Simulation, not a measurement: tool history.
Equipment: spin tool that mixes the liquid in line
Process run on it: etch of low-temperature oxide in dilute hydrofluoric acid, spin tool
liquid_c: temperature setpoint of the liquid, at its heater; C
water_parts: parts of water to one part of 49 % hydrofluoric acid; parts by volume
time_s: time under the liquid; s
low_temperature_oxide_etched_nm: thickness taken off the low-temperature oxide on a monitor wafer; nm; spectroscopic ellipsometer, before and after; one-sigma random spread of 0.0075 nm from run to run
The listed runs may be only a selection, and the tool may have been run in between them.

run,day,liquid_c,water_parts,time_s,low_temperature_oxide_etched_nm
1,0,25,205,15,1.7518
2,0.204,23.5,220,15,1.5125
3,0.446,27,220,15,1.7189
4,0.708,24,220,15,1.5252
5,0.921,24,220,15,1.5133
6,1.246,22.5,230,15,1.3439
7,1.496,21.5,240,15,1.2704
8,1.75,20.5,250,15,1.1615
9,1.862,20,260,15,1.0754
10,2.175,19.5,265,15,1.0209

Predict the results of run 11:
11,2.421,19,270,15,?

low_temperature_oxide_etched_nm: 0.99805 nm
